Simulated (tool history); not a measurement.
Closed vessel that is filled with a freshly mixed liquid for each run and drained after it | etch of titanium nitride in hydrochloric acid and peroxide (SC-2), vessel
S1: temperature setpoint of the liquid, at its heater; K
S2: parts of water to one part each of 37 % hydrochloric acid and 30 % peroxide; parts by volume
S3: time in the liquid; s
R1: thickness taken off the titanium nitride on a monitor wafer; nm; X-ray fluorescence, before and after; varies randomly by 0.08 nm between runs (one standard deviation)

| run | day | S1 | S2 | S3 | R1 |
|---|---|---|---|---|---|
| 1 | 0 | 335.15 | 11 | 280 | 15.609 |
| 2 | 0.254 | 335.65 | 11 | 280 | 16.027 |
| 3 | 0.442 | 338.65 | 11 | 280 | 19.382 |
| 4 | 0.654 | 332.65 | 11 | 280 | 13.235 |
| 5 | 0.942 | 329.15 | 11 | 280 | 10.643 |
| 6 | 1.162 | 329.15 | 7.5 | 280 | 14.596 |
| 7 | 1.517 | 329.65 | 7.5 | 280 | 15.096 |
| 8 | 1.879 | 330.15 | 7.5 | 280 | 15.636 |
| 9 | 2.104 | 330.65 | 7.5 | 280 | 16.135 |
| 10 | 2.462 | 331.15 | 7.5 | 280 | 16.542 |

Forecast run 11:
| 11 | 2.6 | 332.15 | 7.5 | 280 | ? |

Run 11 measured R1 17.691 nm.

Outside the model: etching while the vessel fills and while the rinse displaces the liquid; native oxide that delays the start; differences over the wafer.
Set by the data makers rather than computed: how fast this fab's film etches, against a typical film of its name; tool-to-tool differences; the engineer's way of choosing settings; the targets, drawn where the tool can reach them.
